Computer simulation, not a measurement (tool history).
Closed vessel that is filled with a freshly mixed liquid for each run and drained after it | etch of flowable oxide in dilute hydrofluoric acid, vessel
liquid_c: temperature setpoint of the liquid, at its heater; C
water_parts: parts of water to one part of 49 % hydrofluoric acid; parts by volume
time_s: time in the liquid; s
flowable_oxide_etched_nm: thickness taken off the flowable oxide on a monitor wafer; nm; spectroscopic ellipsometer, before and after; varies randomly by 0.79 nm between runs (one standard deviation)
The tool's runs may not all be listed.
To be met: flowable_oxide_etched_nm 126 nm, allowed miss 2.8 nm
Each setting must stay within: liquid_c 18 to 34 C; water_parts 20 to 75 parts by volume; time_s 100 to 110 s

{"run": 1, "hour": 0.0, "liquid_c": 26, "water_parts": 45, "time_s": 100, "flowable_oxide_etched_nm": 74.01}
{"run": 2, "hour": 3.8, "liquid_c": 27, "water_parts": 45, "time_s": 100, "flowable_oxide_etched_nm": 76.642}
{"run": 3, "hour": 11.7, "liquid_c": 27.5, "water_parts": 45, "time_s": 100, "flowable_oxide_etched_nm": 79.253}
{"run": 4, "hour": 20.5, "liquid_c": 27.5, "water_parts": 35, "time_s": 100, "flowable_oxide_etched_nm": 102.91}
{"run": 5, "hour": 24.3, "liquid_c": 28, "water_parts": 35, "time_s": 100, "flowable_oxide_etched_nm": 106.11}
{"run": 6, "hour": 30.4, "liquid_c": 28.5, "water_parts": 35, "time_s": 100, "flowable_oxide_etched_nm": 107.23}
{"run": 7, "hour": 34.5, "liquid_c": 29, "water_parts": 35, "time_s": 100, "flowable_oxide_etched_nm": 109.38}
{"run": 8, "hour": 38.6, "liquid_c": 29.5, "water_parts": 35, "time_s": 100, "flowable_oxide_etched_nm": 111.61}
{"run": 9, "hour": 47.3, "liquid_c": 29.5, "water_parts": 35, "time_s": 100, "flowable_oxide_etched_nm": 111.14}
{"run": 10, "hour": 52.3, "liquid_c": 30, "water_parts": 35, "time_s": 100, "flowable_oxide_etched_nm": 112.77}

Which one of the following 4 next-run settings gets every result inside its allowed miss? There is exactly one.
{"run": "A", "hour": 57.3, "liquid_c": 32, "water_parts": 40, "time_s": 110, "flowable_oxide_etched_nm": "?"}
{"run": "B", "hour": 57.3, "liquid_c": 32.5, "water_parts": 35, "time_s": 105, "flowable_oxide_etched_nm": "?"}
{"run": "C", "hour": 57.3, "liquid_c": 28.5, "water_parts": 30, "time_s": 100, "flowable_oxide_etched_nm": "?"}
{"run": "D", "hour": 57.3, "liquid_c": 30.5, "water_parts": 30, "time_s": 100, "flowable_oxide_etched_nm": "?"}

move=A flowable_oxide_etched_nm=116.54
move=B flowable_oxide_etched_nm=130.72
move=C flowable_oxide_etched_nm=124.87
move=D flowable_oxide_etched_nm=135.32
A: closes in on the targets versus the last run, not all within tolerance yet
B: pushes the last run's worst result past its target
C: in spec on every target
D: pushes the last run's worst result past its target
The right move is C.

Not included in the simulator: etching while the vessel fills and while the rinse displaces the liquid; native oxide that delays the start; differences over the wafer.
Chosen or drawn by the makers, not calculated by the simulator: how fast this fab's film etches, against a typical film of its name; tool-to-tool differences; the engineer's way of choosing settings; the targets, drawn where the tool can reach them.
